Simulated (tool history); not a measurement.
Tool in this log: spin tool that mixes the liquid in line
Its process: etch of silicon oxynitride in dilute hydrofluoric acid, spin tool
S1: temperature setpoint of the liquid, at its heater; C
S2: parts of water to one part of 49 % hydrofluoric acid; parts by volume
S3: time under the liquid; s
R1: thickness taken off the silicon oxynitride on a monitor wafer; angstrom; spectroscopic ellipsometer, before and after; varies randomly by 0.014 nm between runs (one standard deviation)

run,day,S1,S2,S3,R1
1,0.000,22.0,95,90,40.577
2,0.104,20.5,100,90,35.183
3,0.183,19.5,105,90,32.465
4,0.454,21.0,105,90,34.767
5,0.783,23.5,105,90,38.921
6,1.112,21.5,110,90,33.605

Estimate the outcome of run 7 from the log above:
7,1.454,20.0,115,90,?

{"run 7": {"R1": 29.849}}
